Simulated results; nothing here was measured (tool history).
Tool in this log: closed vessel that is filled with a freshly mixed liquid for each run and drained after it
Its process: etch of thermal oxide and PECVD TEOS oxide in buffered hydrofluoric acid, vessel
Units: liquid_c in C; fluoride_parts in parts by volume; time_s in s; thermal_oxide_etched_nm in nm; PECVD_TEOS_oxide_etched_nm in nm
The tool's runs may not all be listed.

run	hour	liquid_c	fluoride_parts	time_s	thermal_oxide_etched_nm	PECVD_TEOS_oxide_etched_nm
1	0.0	22.0	12.5	60	50.423	162.02
2	3.9	22.0	12.5	80	66.816	215.49
3	5.6	22.0	12.5	65	54.461	173.99
4	9.2	20.5	14.5	65	43.345	138.29
5	12.6	23.0	14.5	65	49.667	160.69
6	15.3	25.0	14.5	65	55.486	177.75
7	18.5	22.5	16.0	65	43.733	138.46
8	20.1	21.0	17.0	65	37.705	121.60
9	26.6	20.0	18.0	65	34.452	108.66

What does the tool deliver on the next run?
10	28.9	19.0	18.5	65	?	?

thermal_oxide_etched_nm: 30.963 nm
PECVD_TEOS_oxide_etched_nm: 101.43 nm
